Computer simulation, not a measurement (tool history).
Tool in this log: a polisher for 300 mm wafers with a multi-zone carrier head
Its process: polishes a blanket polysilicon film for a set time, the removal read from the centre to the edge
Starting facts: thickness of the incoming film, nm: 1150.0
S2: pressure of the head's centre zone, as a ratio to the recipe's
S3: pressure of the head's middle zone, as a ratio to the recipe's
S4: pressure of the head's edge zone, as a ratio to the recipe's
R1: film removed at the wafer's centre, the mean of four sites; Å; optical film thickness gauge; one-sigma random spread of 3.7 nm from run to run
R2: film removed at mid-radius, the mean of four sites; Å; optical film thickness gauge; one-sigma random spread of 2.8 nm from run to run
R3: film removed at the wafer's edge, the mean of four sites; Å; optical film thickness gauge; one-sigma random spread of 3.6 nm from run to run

run 1 day=0.000 | flow_of_slurry_(ml/min)=200 S2=1.00 S3=1.00 S4=1.00 polishing_time_(s)=44 | R1=4605.7 R2=4267.1 R3=4118.8
run 2 day=0.117 | flow_of_slurry_(ml/min)=210 S2=1.00 S3=0.99 S4=1.03 polishing_time_(s)=44 | R1=4542.4 R2=4211.0 R3=4154.7
run 3 day=0.483 | flow_of_slurry_(ml/min)=215 S2=1.01 S3=0.98 S4=1.05 polishing_time_(s)=45 | R1=4695.3 R2=4310.2 R3=4330.8
run 4 day=0.504 | flow_of_slurry_(ml/min)=215 S2=1.01 S3=0.98 S4=1.05 polishing_time_(s)=50 | R1=5276.3 R2=4768.0 R3=4746.9
run 5 day=0.662 | flow_of_slurry_(ml/min)=235 S2=1.01 S3=0.98 S4=1.05 polishing_time_(s)=50 | R1=5337.7 R2=4797.8 R3=4772.9
run 6 day=0.708 | flow_of_slurry_(ml/min)=235 S2=1.01 S3=0.98 S4=1.05 polishing_time_(s)=54 | R1=5796.6 R2=5212.8 R3=5168.0
run 7 day=1.054 | flow_of_slurry_(ml/min)=230 S2=1.00 S3=0.96 S4=1.04 polishing_time_(s)=54 | R1=5672.3 R2=5056.0 R3=5252.7
run 8 day=1.362 | flow_of_slurry_(ml/min)=225 S2=1.00 S3=0.95 S4=1.02 polishing_time_(s)=54 | R1=5630.3 R2=5057.2 R3=5155.1
run 9 day=1.696 | flow_of_slurry_(ml/min)=225 S2=1.00 S3=0.95 S4=1.02 polishing_time_(s)=54 | R1=5597.6 R2=4965.5 R3=5120.5
run 10 day=1.812 | flow_of_slurry_(ml/min)=220 S2=0.99 S3=0.94 S4=1.01 polishing_time_(s)=54 | R1=5583.6 R2=4964.5 R3=5125.3

What does the tool deliver on the next run?
run 11 day=2.083 | flow_of_slurry_(ml/min)=215 S2=0.98 S3=0.93 S4=1.00 polishing_time_(s)=54 | R1=? R2=? R3=?

Run 11 measured R1 5477.0 Å, R2 4860.6 Å, R3 5157.9 Å.
